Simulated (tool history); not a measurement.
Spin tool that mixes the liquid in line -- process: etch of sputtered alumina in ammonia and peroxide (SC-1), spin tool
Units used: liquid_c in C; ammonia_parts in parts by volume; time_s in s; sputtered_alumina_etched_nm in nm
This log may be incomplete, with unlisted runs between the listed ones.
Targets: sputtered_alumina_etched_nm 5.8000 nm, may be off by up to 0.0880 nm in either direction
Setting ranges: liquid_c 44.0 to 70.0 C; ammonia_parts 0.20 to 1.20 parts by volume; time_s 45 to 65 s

run	day	liquid_c	ammonia_parts	time_s	sputtered_alumina_etched_nm
1	0.000	60.0	0.70	65	7.5502
2	0.208	59.5	0.70	65	7.3857
3	0.433	59.5	0.80	65	7.4328
4	0.612	65.0	0.80	65	9.8705
5	0.921	59.0	0.80	65	7.2579
6	1.183	59.0	0.70	65	7.1862
7	1.221	58.5	0.70	65	6.9723
8	1.279	58.0	0.70	65	6.7953
9	1.608	57.5	0.70	65	6.6398
10	1.817	57.0	0.70	65	6.4449
11	2.088	56.5	0.70	65	6.2913
12	2.433	55.5	0.70	65	5.9595
13	2.604	55.5	0.70	65	5.9396

Next run, 4 choices. One meets every target within its allowed miss, the rest don't. Which?
A	2.775	54.5	0.65	65	?
B	2.775	54.0	0.75	65	?
C	2.775	54.5	0.95	65	?
D	2.775	55.5	0.75	60	?

move	sputtered_alumina_etched_nm
A	5.5832
B	5.5103
C	5.7874
D	5.5089
A: the result that was furthest off in the last run now lies on the other side of its target
B: the result that was furthest off in the last run now lies on the other side of its target
C: each result inside its tolerance
D: the result that was furthest off in the last run now lies on the other side of its target
The move that meets every target is C.

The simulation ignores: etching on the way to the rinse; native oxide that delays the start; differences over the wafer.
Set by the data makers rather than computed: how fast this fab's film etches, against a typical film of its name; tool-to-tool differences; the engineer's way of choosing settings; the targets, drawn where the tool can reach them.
